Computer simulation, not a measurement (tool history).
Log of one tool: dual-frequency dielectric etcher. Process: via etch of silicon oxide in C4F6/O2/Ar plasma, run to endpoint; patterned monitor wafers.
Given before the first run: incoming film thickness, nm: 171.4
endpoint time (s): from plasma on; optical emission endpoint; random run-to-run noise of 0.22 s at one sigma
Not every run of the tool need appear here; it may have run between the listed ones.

run	hour	bias power (W)	source power (W)	Ar flow (sccm)	endpoint time (s)
1	0.0	560	270	294	40.543
2	5.7	585	270	293	39.930
3	11.7	607	270	293	39.379
4	18.6	607	270	328	39.780
5	21.0	607	240	328	41.841
6	22.2	607	290	328	38.878
7	25.1	621	290	328	38.935
8	30.7	637	290	327	37.932

Estimate the outcome of run 9 from the log above:
9	31.9	644	290	327	?

endpoint time (s): 38.328

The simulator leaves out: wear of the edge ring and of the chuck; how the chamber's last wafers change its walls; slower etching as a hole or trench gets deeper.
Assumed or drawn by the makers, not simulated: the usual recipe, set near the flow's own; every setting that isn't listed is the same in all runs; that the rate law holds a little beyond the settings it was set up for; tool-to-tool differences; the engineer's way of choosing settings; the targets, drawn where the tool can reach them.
